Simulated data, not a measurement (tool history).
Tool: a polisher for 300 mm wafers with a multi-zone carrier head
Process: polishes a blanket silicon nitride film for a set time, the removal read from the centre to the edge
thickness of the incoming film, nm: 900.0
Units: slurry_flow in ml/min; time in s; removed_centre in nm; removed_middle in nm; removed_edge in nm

run,hour,slurry_flow,centre_zone,middle_zone,edge_zone,time,removed_centre,removed_middle,removed_edge
1,0.0,255,1.00,1.00,1.00,33,36.406,39.363,38.957
2,1.7,255,1.00,0.96,1.00,33,36.768,37.413,39.331
3,5.7,255,1.00,0.96,1.07,33,36.623,37.509,40.322
4,6.4,220,1.00,0.96,1.07,33,36.462,36.100,39.816
# hour 12.8: edge zone pressure recalibrated
5,12.8,220,1.00,1.01,1.07,33,36.652,38.812,38.533
6,17.3,170,1.00,1.01,1.07,33,34.419,36.901,36.947

Forecast run 7:
7,24.0,200,1.02,1.03,1.08,33,?,?,?

{"run 7": {"removed_centre": 36.217, "removed_middle": 38.133, "removed_edge": 38.003}}

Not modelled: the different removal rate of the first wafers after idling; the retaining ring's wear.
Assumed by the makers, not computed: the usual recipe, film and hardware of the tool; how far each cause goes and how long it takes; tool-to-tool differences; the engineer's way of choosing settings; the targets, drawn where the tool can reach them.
